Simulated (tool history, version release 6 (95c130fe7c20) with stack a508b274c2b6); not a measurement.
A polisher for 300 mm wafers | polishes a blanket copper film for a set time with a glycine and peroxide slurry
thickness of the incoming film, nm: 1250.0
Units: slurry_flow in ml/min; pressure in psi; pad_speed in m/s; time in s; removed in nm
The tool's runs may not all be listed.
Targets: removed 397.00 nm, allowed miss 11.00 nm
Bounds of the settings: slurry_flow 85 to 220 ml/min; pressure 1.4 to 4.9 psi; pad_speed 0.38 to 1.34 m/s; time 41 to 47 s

{"run": 1, "day": 0.0, "slurry_flow": 140, "pressure": 3.1, "pad_speed": 0.86, "time": 47, "removed": 223.06}
{"run": 2, "day": 0.125, "slurry_flow": 140, "pressure": 3.1, "pad_speed": 0.86, "time": 47, "removed": 221.25}
{"run": 3, "day": 0.35, "slurry_flow": 140, "pressure": 2.6, "pad_speed": 0.86, "time": 47, "removed": 188.09}
{"run": 4, "day": 0.446, "slurry_flow": 140, "pressure": 2.6, "pad_speed": 0.86, "time": 41, "removed": 166.58}
{"run": 5, "day": 0.538, "slurry_flow": 140, "pressure": 2.6, "pad_speed": 0.76, "time": 41, "removed": 154.75}
{"run": 6, "day": 0.654, "slurry_flow": 150, "pressure": 3.4, "pad_speed": 0.8, "time": 41, "removed": 197.99}
{"run": 7, "day": 0.788, "slurry_flow": 150, "pressure": 3.9, "pad_speed": 0.88, "time": 41, "removed": 238.79}
{"run": 8, "day": 0.938, "slurry_flow": 190, "pressure": 4.8, "pad_speed": 1.12, "time": 42, "removed": 360.82}
{"run": 9, "day": 1.104, "slurry_flow": 190, "pressure": 4.8, "pad_speed": 1.12, "time": 42, "removed": 366.88}
{"run": 10, "day": 1.25, "slurry_flow": 190, "pressure": 4.8, "pad_speed": 1.14, "time": 42, "removed": 373.71}
{"run": 11, "day": 1.317, "slurry_flow": 190, "pressure": 4.8, "pad_speed": 1.16, "time": 42, "removed": 370.93}

Which of these 4 next moves meets every target?
{"run": "A", "day": 1.383, "slurry_flow": 210, "pressure": 4.8, "pad_speed": 1.16, "time": 41, "removed": "?"}
{"run": "B", "day": 1.383, "slurry_flow": 220, "pressure": 4.8, "pad_speed": 1.12, "time": 42, "removed": "?"}
{"run": "C", "day": 1.383, "slurry_flow": 175, "pressure": 3.9, "pad_speed": 1.28, "time": 42, "removed": "?"}
{"run": "D", "day": 1.383, "slurry_flow": 190, "pressure": 4.4, "pad_speed": 1.18, "time": 47, "removed": "?"}

move=A removed=371.28
move=B removed=372.39
move=C removed=332.08
move=D removed=393.47
A: as far off as the last run
B: nearer than the last run, and not there yet
C: further off than the last run
D: meets every target
Move D is the one to make.
